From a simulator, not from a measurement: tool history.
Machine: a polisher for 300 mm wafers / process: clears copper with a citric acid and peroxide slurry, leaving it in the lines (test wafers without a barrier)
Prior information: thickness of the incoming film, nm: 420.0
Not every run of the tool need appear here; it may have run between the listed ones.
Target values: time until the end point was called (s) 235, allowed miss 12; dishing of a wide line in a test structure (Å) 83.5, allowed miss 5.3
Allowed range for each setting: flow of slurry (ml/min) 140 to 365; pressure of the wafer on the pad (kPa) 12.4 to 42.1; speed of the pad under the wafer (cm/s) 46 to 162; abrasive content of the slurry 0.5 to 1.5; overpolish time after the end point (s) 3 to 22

run  hour  flow of slurry (ml/min)  pressure of the wafer on the pad (kPa)  speed of the pad under the wafer (cm/s)  abrasive content of the slurry  overpolish time after the end point (s)  time until the end point was called (s)  dishing of a wide line in a test structure (Å)
  1     0                      235                                    26.9                                      104                               1                                       11                                   165.22                                           203.3
  2   3.9                      235                                    26.9                                      104                               1                                        9                                   167.22                                          172.71
  3  12.2                      235                                    25.5                                      104                               1                                        8                                   175.72                                          145.82
  4  20.5                      235                                    24.8                                      104                               1                                        8                                   182.96                                          147.42
  5  22.2                      235                                    24.1                                      104                               1                                        7                                   185.66                                          124.02
  6  30.8                      235                                    23.4                                      104                               1                                        7                                   189.75                                          114.91
  7  33.5                      235                                    16.5                                      104                               1                                        6                                    268.8                                          73.719
  8  37.8                      235                                      20                                      104                               1                                        6                                   223.17                                          83.854

Pick the move, out of 5, that brings all results within their allowed miss; only one does.
  A  42.1                      205                                    22.1                                      104                            1.05                                        5                                        ?                                               ?
  B  42.1                      270                                      20                                      114                            0.95                                        5                                        ?                                               ?
  C  42.1                      270                                    19.3                                      122                             0.9                                        6                                        ?                                               ?
  D  42.1                      245                                    22.1                                       88                            0.85                                        6                                        ?                                               ?
  E  42.1                      230                                    23.4                                      102                            0.95                                        5                                        ?                                               ?

move  time until the end point was called (s)  dishing of a wide line in a test structure (Å)
   A                                   208.78                                          79.995
   B                                   209.05                                          79.821
   C                                   205.99                                           96.54
   D                                   245.69                                          81.535
   E                                   201.27                                          82.939
A: further off than the last run
B: further off than the last run
C: further off than the last run
D: each result inside its tolerance
E: further off than the last run
Move D is the one to make.
